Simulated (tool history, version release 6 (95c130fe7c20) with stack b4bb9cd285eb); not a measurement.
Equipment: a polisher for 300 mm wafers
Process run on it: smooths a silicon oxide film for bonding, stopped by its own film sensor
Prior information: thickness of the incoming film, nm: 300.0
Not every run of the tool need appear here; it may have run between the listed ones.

| run | hour | flow of slurry (ml/min) | pressure of the wafer on the pad (kPa) | speed of the pad under the wafer (cm/s) | abrasive content of the slurry | target thickness at which the film sensor stops the polish (Å) | time until the film sensor stopped the polish (s) |
|---|---|---|---|---|---|---|---|
| 1 | 0.0 | 315 | 17.9 | 102 | 1.0 | 2610 | 36.793 |
| 2 | 1.3 | 315 | 16.5 | 102 | 1.0 | 2610 | 39.328 |
| 3 | 1.9 | 315 | 15.9 | 102 | 1.0 | 2610 | 40.314 |
| 4 | 9.8 | 380 | 15.9 | 102 | 1.0 | 2610 | 39.157 |
| 5 | 11.4 | 365 | 15.2 | 102 | 1.0 | 2610 | 40.406 |
| 6 | 13.4 | 365 | 11.7 | 102 | 1.0 | 2610 | 49.373 |
| 7 | 15.8 | 375 | 11.7 | 102 | 1.0 | 2610 | 48.746 |
| 8 | 23.6 | 380 | 11.7 | 102 | 1.0 | 2610 | 49.480 |
| 9 | 29.9 | 385 | 11.7 | 102 | 1.0 | 2610 | 48.870 |

The next listed run, before its measurement:
| 10 | 36.7 | 390 | 11.7 | 102 | 1.0 | 2610 | ? |

For run 10 the tool returned time until the film sensor stopped the polish (s) 49.806.

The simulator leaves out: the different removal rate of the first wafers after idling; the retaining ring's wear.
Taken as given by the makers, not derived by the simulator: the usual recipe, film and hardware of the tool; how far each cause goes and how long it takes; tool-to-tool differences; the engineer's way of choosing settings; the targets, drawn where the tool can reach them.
